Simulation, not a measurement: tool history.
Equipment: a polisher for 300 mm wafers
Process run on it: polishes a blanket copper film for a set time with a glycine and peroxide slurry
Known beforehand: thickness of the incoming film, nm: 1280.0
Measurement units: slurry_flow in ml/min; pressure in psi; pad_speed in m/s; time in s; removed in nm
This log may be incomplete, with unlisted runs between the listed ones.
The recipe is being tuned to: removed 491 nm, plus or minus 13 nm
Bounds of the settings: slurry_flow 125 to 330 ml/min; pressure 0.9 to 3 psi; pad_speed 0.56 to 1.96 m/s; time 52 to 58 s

run 1 day=0 | slurry_flow=210 pressure=1.9 pad_speed=1.26 time=58 | removed=313.6
run 2 day=0.146 | slurry_flow=210 pressure=2.3 pad_speed=1.26 time=58 | removed=369.33
run 3 day=0.367 | slurry_flow=210 pressure=2.3 pad_speed=1.12 time=58 | removed=333.01
run 4 day=0.567 | slurry_flow=230 pressure=2.3 pad_speed=1.12 time=58 | removed=337.86
run 5 day=0.908 | slurry_flow=235 pressure=2.4 pad_speed=1.14 time=58 | removed=350.39
run 6 day=1.029 | slurry_flow=235 pressure=2.4 pad_speed=1.32 time=58 | removed=396.59
run 7 day=1.204 | slurry_flow=235 pressure=2.5 pad_speed=1.32 time=58 | removed=413.49
run 8 day=1.362 | slurry_flow=260 pressure=2.9 pad_speed=1.32 time=58 | removed=476.09

Pick the move, out of 4, that brings all results within their allowed miss; only one does.
run A day=1.521 | slurry_flow=255 pressure=3 pad_speed=1.42 time=58 | removed=?
run B day=1.521 | slurry_flow=260 pressure=2.9 pad_speed=1.5 time=57 | removed=?
run C day=1.521 | slurry_flow=220 pressure=3 pad_speed=1.34 time=58 | removed=?
run D day=1.521 | slurry_flow=235 pressure=3 pad_speed=1.42 time=58 | removed=?

move=A removed=517.25
move=B removed=518.54
move=C removed=485.84
move=D removed=513.88
A: takes the biggest miss from the last run beyond its target
B: takes the biggest miss from the last run beyond its target
C: all results in spec
D: takes the biggest miss from the last run beyond its target
The right move is C.
